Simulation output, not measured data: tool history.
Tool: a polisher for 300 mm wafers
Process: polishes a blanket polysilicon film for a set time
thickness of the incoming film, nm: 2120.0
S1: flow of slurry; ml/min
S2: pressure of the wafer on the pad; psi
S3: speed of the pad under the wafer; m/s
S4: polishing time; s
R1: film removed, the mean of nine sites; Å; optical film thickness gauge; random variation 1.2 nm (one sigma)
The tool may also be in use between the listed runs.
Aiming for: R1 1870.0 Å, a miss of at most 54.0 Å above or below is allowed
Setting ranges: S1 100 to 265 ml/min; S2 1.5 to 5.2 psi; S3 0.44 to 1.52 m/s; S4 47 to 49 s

| run | hour | S1 | S2 | S3 | S4 | R1 |
|---|---|---|---|---|---|---|
| 1 | 0.0 | 170 | 3.3 | 0.98 | 47 | 3684.3 |
| 2 | 6.5 | 140 | 3.3 | 0.98 | 47 | 3542.0 |
| 3 | 15.2 | 180 | 3.3 | 0.98 | 47 | 3737.4 |
| 4 | 17.9 | 175 | 3.1 | 0.96 | 47 | 3468.5 |
| 5 | 19.4 | 170 | 2.9 | 0.94 | 47 | 3100.4 |
| 6 | 23.3 | 170 | 2.9 | 1.12 | 47 | 3730.9 |
| 7 | 25.8 | 165 | 2.7 | 1.10 | 47 | 3393.9 |
| 8 | 30.3 | 160 | 2.5 | 1.08 | 47 | 3090.1 |
| 9 | 39.2 | 155 | 2.4 | 1.06 | 47 | 2875.6 |
| 10 | 41.9 | 150 | 2.3 | 1.06 | 47 | 2741.8 |
| 11 | 49.9 | 120 | 1.5 | 0.94 | 47 | 1535.3 |
| 12 | 55.2 | 120 | 1.5 | 0.94 | 47 | 1553.7 |
| 13 | 61.5 | 130 | 1.5 | 0.94 | 47 | 1594.8 |
| 14 | 70.0 | 130 | 1.5 | 0.94 | 47 | 1595.4 |
| 15 | 72.9 | 135 | 1.5 | 0.94 | 47 | 1604.0 |
| 16 | 81.3 | 140 | 1.5 | 0.94 | 47 | 1612.6 |
| 17 | 84.4 | 145 | 1.5 | 0.94 | 47 | 1632.0 |
| 18 | 85.5 | 195 | 1.8 | 0.94 | 47 | 2022.7 |
| 19 | 89.1 | 190 | 1.8 | 0.94 | 47 | 2034.4 |
| 20 | 96.9 | 185 | 1.8 | 0.94 | 47 | 2007.3 |
| 21 | 105.5 | 180 | 1.8 | 0.94 | 47 | 2010.9 |
| 22 | 111.7 | 175 | 1.8 | 0.94 | 47 | 1991.5 |
| 23 | 115.9 | 170 | 1.8 | 0.94 | 47 | 1957.4 |
| 24 | 118.0 | 160 | 1.8 | 0.94 | 47 | 1991.6 |
| 25 | 118.6 | 155 | 1.8 | 0.94 | 47 | 1955.9 |
| 26 | 121.4 | 155 | 1.8 | 0.94 | 47 | 1955.8 |
| 27 | 127.1 | 145 | 1.8 | 0.94 | 47 | 1917.9 |

Exercise: of the 4 proposed moves below, exactly one satisfies all targets within the stated allowed misses. Which move is it?
| A | 132.8 | 185 | 1.6 | 1.06 | 48 | ? |
| B | 132.8 | 135 | 1.6 | 1.08 | 48 | ? |
| C | 132.8 | 150 | 2.1 | 0.80 | 49 | ? |
| D | 132.8 | 130 | 1.8 | 0.92 | 48 | ? |

| move | R1 |
|---|---|
| A | 2102.8 |
| B | 2020.8 |
| C | 2039.7 |
| D | 1916.6 |
A: misses by more than the last run did
B: misses by more than the last run did
C: misses by more than the last run did
D: every result lands within tolerance
Answer: D

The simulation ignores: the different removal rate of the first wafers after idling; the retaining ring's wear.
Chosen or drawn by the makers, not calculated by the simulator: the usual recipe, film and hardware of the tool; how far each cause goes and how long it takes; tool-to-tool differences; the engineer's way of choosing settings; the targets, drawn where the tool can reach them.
